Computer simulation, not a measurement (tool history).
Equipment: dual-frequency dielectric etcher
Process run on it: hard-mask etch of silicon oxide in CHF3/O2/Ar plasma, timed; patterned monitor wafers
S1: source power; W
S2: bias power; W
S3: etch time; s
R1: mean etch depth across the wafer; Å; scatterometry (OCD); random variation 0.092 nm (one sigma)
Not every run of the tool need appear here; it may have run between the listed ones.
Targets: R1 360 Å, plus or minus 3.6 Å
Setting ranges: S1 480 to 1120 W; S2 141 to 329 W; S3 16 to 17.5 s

Run 1, hour 0: S1 800 W, S2 235 W, S3 17.5 s. Result: R1 380.92 Å.
Run 2, hour 5: S1 800 W, S2 207 W, S3 17.5 s. Result: R1 366.43 Å.
Run 3, hour 10.6: S1 860 W, S2 207 W, S3 17.5 s. Result: R1 375.49 Å.
Run 4, hour 11.4: S1 840 W, S2 207 W, S3 17.5 s. Result: R1 373.63 Å.
Run 5, hour 16.7: S1 920 W, S2 207 W, S3 17.5 s. Result: R1 385.05 Å.
Run 6, hour 22.5: S1 890 W, S2 206 W, S3 17.5 s. Result: R1 380.18 Å.
Run 7, hour 23.7: S1 870 W, S2 206 W, S3 17.5 s. Result: R1 376.22 Å.
Run 8, hour 27.8: S1 850 W, S2 206 W, S3 17.5 s. Result: R1 374.61 Å.
Run 9, hour 34.8: S1 830 W, S2 206 W, S3 17.5 s. Result: R1 373.42 Å.
Run 10, hour 36.8: S1 810 W, S2 205 W, S3 17.5 s. Result: R1 367.07 Å.
Run 11, hour 41.7: S1 800 W, S2 205 W, S3 17.5 s. Result: R1 364.7 Å.
Run 12, hour 44.7: S1 790 W, S2 205 W, S3 17.5 s. Result: R1 364.75 Å.

Exactly one of the 4 candidate moves below puts every result within its allowed miss. Which one?
Run A, hour 47.7: S1 840 W, S2 205 W, S3 17.5 s. Result: R1 ?.
Run B, hour 47.7: S1 870 W, S2 208 W, S3 17 s. Result: R1 ?.
Run C, hour 47.7: S1 860 W, S2 192 W, S3 17.5 s. Result: R1 ?.
Run D, hour 47.7: S1 820 W, S2 209 W, S3 17 s. Result: R1 ?.

move      R1
   A   370.4
   B  365.67
   C  365.99
   D  359.07
A: its largest miss is bigger than the last run's
B: its largest miss is bigger than the last run's
C: its largest miss is bigger than the last run's
D: all results land within tolerance of their targets
So the answer is move D, the one that meets all the targets.
